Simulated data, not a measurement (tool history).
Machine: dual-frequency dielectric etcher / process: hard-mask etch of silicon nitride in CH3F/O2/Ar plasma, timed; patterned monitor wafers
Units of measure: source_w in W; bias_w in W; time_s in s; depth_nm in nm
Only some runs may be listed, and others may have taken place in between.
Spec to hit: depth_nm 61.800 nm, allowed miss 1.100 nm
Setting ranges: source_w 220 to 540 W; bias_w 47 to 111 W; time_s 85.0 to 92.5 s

run,day,source_w,bias_w,time_s,depth_nm
1,0.000,380,79,92.5,70.852
2,0.167,350,78,92.5,68.721
3,0.333,320,78,92.5,66.577
4,0.621,300,77,92.5,65.459
5,0.912,280,76,92.5,63.661
6,1.233,280,85,92.5,66.251
7,1.525,270,84,92.5,65.281
8,1.558,260,83,92.5,64.184
9,1.842,250,83,92.5,63.439

Next run, 4 choices. One meets every target within its allowed miss, the rest don't. Which?
A,2.125,230,86,87.5,?
B,2.125,230,92,92.5,?
C,2.125,270,78,85.0,?
D,2.125,260,82,90.0,?

move,depth_nm
A,59.795
B,64.389
C,59.203
D,62.830
A: the result that was furthest off in the last run now lies on the other side of its target
B: its largest miss is bigger than the last run's
C: the result that was furthest off in the last run now lies on the other side of its target
D: all results in spec
The move that meets every target is D.
